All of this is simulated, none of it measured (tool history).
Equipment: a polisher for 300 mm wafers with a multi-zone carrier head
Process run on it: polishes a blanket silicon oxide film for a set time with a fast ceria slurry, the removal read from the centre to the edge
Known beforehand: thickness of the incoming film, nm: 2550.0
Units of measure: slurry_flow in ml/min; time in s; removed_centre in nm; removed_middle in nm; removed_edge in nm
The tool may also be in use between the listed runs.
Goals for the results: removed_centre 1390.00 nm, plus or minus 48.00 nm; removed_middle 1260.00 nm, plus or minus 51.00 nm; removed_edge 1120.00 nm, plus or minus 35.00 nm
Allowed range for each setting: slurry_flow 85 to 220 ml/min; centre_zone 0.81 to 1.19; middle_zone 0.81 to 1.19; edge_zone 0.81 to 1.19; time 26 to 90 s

run 1 hour=0.0 | slurry_flow=140 centre_zone=1.00 middle_zone=1.00 edge_zone=1.00 time=58 | removed_centre=874.34 removed_middle=862.10 removed_edge=846.13
run 2 hour=5.3 | slurry_flow=140 centre_zone=0.92 middle_zone=1.00 edge_zone=1.00 time=58 | removed_centre=807.14 removed_middle=861.25 removed_edge=847.65
run 3 hour=12.4 | slurry_flow=140 centre_zone=0.92 middle_zone=1.00 edge_zone=1.04 time=58 | removed_centre=805.61 removed_middle=859.00 removed_edge=866.44
run 4 hour=14.0 | slurry_flow=155 centre_zone=0.99 middle_zone=1.03 edge_zone=1.05 time=61 | removed_centre=939.90 removed_middle=939.71 removed_edge=924.06
run 5 hour=21.7 | slurry_flow=155 centre_zone=0.99 middle_zone=1.08 edge_zone=1.05 time=61 | removed_centre=917.57 removed_middle=992.01 removed_edge=916.63
run 6 hour=24.1 | slurry_flow=155 centre_zone=0.99 middle_zone=1.08 edge_zone=1.05 time=48 | removed_centre=721.02 removed_middle=767.04 removed_edge=723.84
run 7 hour=29.0 | slurry_flow=165 centre_zone=1.04 middle_zone=1.09 edge_zone=1.06 time=54 | removed_centre=867.28 removed_middle=886.15 removed_edge=843.04
run 8 hour=31.8 | slurry_flow=175 centre_zone=1.08 middle_zone=1.10 edge_zone=1.04 time=57 | removed_centre=965.02 removed_middle=979.78 removed_edge=866.78
run 9 hour=38.6 | slurry_flow=185 centre_zone=1.11 middle_zone=1.10 edge_zone=1.05 time=60 | removed_centre=1060.40 removed_middle=1017.50 removed_edge=943.55
run 10 hour=44.1 | slurry_flow=215 centre_zone=1.19 middle_zone=1.19 edge_zone=0.98 time=71 | removed_centre=1374.10 removed_middle=1322.70 removed_edge=1087.00

Next run, 5 choices. One meets every target within its allowed miss, the rest don't. Which?
run A hour=49.6 | slurry_flow=210 centre_zone=1.16 middle_zone=1.19 edge_zone=0.91 time=74 | removed_centre=? removed_middle=? removed_edge=?
run B hour=49.6 | slurry_flow=165 centre_zone=1.10 middle_zone=0.97 edge_zone=1.08 time=76 | removed_centre=? removed_middle=? removed_edge=?
run C hour=49.6 | slurry_flow=210 centre_zone=1.06 middle_zone=1.01 edge_zone=1.19 time=73 | removed_centre=? removed_middle=? removed_edge=?
run D hour=49.6 | slurry_flow=215 centre_zone=1.17 middle_zone=1.09 edge_zone=0.98 time=73 | removed_centre=? removed_middle=? removed_edge=?
run E hour=49.6 | slurry_flow=205 centre_zone=1.16 middle_zone=1.14 edge_zone=1.06 time=71 | removed_centre=? removed_middle=? removed_edge=?

move=A removed_centre=1384.60 removed_middle=1366.00 removed_edge=1098.00
move=B removed_centre=1295.10 removed_middle=1133.40 removed_edge=1193.60
move=C removed_centre=1257.10 removed_middle=1171.10 removed_edge=1239.20
move=D removed_centre=1380.60 removed_middle=1253.40 removed_edge=1125.80
move=E removed_centre=1322.90 removed_middle=1258.30 removed_edge=1131.20
A: misses by more than the last run did
B: pushes the last run's worst result past its target
C: pushes the last run's worst result past its target
D: in spec on every target
E: the worst result of the last run now meets its target, but another is out of spec
D meets every target.
